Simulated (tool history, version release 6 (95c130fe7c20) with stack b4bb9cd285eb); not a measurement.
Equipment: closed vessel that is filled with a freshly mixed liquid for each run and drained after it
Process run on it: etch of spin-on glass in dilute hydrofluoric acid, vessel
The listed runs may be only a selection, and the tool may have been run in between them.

run,day,temperature setpoint of the liquid (C),parts of water to one part of 49 % hydrofluoric acid (parts by volume),time in the liquid (s),thickness taken off the spin-on glass on a monitor wafer (Å)
1,0,25,290,30,31.648
2,0.371,25,190,30,54.282
3,0.721,25,290,30,31.844
4,0.896,22.5,290,30,29.051
5,1.042,21.5,290,30,28.351
6,1.412,19,290,30,26.288

Run 7 comes next. What will it give?
7,1.521,18.5,290,30,?

{"run 7": {"thickness taken off the spin-on glass on a monitor wafer (Å)": 24.746}}
